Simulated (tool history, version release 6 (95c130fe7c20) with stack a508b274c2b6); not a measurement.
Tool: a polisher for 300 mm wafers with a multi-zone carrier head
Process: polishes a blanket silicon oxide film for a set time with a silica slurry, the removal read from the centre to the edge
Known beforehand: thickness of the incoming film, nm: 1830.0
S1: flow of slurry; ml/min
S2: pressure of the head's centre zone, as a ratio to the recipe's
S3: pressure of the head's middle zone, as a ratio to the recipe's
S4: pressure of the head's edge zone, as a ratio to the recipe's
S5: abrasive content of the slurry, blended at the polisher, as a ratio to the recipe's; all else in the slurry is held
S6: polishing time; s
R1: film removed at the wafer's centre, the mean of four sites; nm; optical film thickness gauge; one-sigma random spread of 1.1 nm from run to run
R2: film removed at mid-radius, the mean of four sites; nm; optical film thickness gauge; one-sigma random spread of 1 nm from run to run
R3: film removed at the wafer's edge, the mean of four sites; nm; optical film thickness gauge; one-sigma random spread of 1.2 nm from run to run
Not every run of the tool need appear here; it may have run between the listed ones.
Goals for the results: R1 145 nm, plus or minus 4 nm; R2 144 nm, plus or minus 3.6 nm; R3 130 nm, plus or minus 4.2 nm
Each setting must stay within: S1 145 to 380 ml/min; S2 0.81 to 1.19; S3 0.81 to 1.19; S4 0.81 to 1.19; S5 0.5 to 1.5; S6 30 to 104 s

run,day,S1,S2,S3,S4,S5,S6,R1,R2,R3
1,0,245,1,1,1,1,67,183.26,171.63,172.96
2,0.296,220,1,1,1,1,67,177.45,172.44,172.25
3,0.633,280,1,1,1,1,67,185.07,175.48,177.12
4,0.8,280,1,1.07,1,1,67,186.3,188.04,176.63
5,1.133,280,1,1.07,1,1.1,67,193.11,193.76,184.13
6,1.167,265,0.99,1.05,0.96,0.95,67,177.2,178.07,166.02
7,1.279,250,0.98,1.03,0.92,0.9,67,169.82,170.12,162.02
8,1.517,240,0.99,1.03,0.9,0.8,67,162.26,161.4,152.48
9,1.604,235,1,1.03,0.88,0.75,67,158.33,155.44,146.04
10,1.946,235,1,1.03,0.88,0.75,67,158.54,158.72,145.63
11,2.183,225,1,1.02,0.86,0.7,67,154.89,149.45,138.92
12,2.433,215,1,1.02,0.85,0.7,67,154.49,147.57,138.09
13,2.712,205,0.99,1.03,0.84,0.7,67,150.42,149.45,135.33
14,2.967,195,0.99,1.03,0.84,0.7,67,145.95,148.53,133.34
15,3.088,190,0.99,1.03,0.84,0.7,67,147.94,147.46,132.63
16,3.162,185,0.99,1.03,0.84,0.7,67,146.5,147.41,133.47

Pick the move, out of 4, that brings all results within their allowed miss; only one does.
A,3.238,185,0.94,1.03,0.82,0.75,67,?,?,?
B,3.238,230,1.04,1.1,0.81,0.65,63,?,?,?
C,3.238,190,1,1.06,0.85,0.6,69,?,?,?
D,3.238,160,1.09,1.04,0.81,0.65,69,?,?,?

move,R1,R2,R3
A,144.26,151.5,136.73
B,146.71,146.42,123.11
C,144.03,145.46,129.99
D,156.76,143.37,128.75
A: moves away from the targets compared with the last run
B: brings the last run's worst result on target, with another outside its allowed miss
C: in spec on every target
D: brings the last run's worst result on target, with another outside its allowed miss
Move C is the one to make.
